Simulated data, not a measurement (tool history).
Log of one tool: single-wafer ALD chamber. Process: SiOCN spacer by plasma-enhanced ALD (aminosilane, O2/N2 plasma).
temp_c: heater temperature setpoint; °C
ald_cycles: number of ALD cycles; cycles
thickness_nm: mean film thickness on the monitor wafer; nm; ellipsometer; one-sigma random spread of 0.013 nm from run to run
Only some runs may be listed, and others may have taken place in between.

run    day  temp_c  ald_cycles  thickness_nm
  1  0.000     405          32        2.0790
  2  0.308     405          36        2.3262
  3  0.488     412          36        2.2731
  4  0.667     408          36        2.2866
  5  0.712     405          36        2.3324
  6  0.883     403          36        2.3368
  7  1.183     401          36        2.3600

Run 8 has not been measured yet. What should we expect?
  8  1.383     399          36             ?

Run 8 yielded thickness_nm 2.3375 nm.
